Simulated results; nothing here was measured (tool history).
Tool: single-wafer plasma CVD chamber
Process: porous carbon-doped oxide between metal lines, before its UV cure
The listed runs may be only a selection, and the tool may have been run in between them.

run	hour	heater temperature setpoint (°C)	RF power (kW)	deposition time (s)	mean film thickness on the monitor wafer (nm)
1	0	305	0.665	56.9	375.28
2	5.7	301	0.665	56.9	384.3
3	7.7	301	0.665	58.8	393.51
4	11.3	304	0.66	58.8	388.18
5	18.7	304	0.735	58.8	420.69
6	26.7	307	0.725	58.8	411.42
7	29	310	0.715	58.8	395.69

Forecast run 8:
8	33.2	312	0.715	58.8	?

mean film thickness on the monitor wafer (nm): 392.57

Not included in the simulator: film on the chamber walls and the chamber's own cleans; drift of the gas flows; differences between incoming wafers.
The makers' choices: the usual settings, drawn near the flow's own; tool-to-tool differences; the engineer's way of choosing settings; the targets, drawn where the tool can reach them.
